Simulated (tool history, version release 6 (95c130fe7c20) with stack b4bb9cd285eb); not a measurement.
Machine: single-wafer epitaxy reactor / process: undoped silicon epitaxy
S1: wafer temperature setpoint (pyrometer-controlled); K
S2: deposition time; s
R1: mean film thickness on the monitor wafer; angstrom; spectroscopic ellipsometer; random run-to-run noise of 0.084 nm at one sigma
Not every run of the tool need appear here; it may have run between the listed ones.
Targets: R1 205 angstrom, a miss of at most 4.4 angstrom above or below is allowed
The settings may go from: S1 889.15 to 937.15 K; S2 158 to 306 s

run,hour,S1,S2,R1
1,0,913.15,232,300.36
2,8.7,913.15,214,276.91
3,13,917.15,214,304.42
4,21.7,908.15,214,246.26
5,24.3,908.15,244,282.28
6,28.9,903.15,244,250.76
7,34,900.15,244,233.06
8,37.9,898.15,244,222.79
9,38.8,897.15,244,216.96

Which one of the following 4 next-run settings gets every result inside its allowed miss? There is exactly one.
A,39.7,897.15,255,?
B,39.7,897.15,231,?
C,39.7,896.15,263,?
D,39.7,895.15,228,?

move,R1
A,228.37
B,206.87
C,229.98
D,194.66
A: the biggest miss grows against the last run
B: every result lands within tolerance
C: the biggest miss grows against the last run
D: carries the result that was furthest off beyond its target, to the other side
B meets every target.

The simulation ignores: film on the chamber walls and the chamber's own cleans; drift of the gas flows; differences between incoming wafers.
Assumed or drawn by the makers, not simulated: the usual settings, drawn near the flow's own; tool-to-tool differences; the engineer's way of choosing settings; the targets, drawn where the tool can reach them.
